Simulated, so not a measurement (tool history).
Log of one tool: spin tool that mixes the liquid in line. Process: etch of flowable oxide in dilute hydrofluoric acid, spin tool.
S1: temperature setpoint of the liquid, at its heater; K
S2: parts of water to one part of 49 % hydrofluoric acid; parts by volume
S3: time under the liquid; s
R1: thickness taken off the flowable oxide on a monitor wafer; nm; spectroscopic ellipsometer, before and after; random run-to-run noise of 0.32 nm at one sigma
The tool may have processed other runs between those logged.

run 1 hour=0.0 | S1=295.15 S2=45 S3=50 | R1=35.912
run 2 hour=1.3 | S1=297.15 S2=45 S3=50 | R1=39.100
run 3 hour=4.6 | S1=297.15 S2=45 S3=55 | R1=43.032
run 4 hour=9.3 | S1=298.15 S2=40 S3=55 | R1=51.095
run 5 hour=10.1 | S1=298.15 S2=40 S3=50 | R1=46.351
run 6 hour=16.7 | S1=299.15 S2=35 S3=50 | R1=55.291
run 7 hour=21.1 | S1=299.65 S2=35 S3=50 | R1=56.343
run 8 hour=29.1 | S1=300.15 S2=35 S3=50 | R1=57.534

What will run 9 give?
run 9 hour=35.5 | S1=300.65 S2=35 S3=50 | R1=?

Run 9 measured R1 58.669 nm.
